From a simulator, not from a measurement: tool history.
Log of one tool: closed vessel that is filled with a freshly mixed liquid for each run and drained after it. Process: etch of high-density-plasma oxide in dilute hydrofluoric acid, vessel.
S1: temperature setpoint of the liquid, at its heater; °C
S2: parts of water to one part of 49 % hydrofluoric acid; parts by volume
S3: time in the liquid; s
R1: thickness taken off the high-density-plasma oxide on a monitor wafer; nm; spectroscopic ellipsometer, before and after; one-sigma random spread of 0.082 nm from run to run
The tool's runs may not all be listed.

run  hour    S1   S2   S3       R1
  1   0.0  22.0  155  345  14.4200
  2   8.3  22.0  155  345  14.3050
  3  10.8  23.5  155  345  15.1440
  4  18.0  24.0  155  345  15.5060
  5  23.3  24.0  190  345  12.1750
  6  26.3  24.0  190  205   7.2325

What will run 7 give?
  7  33.2  25.0  180  205   ?

Run 7 gave R1 8.0002 nm.
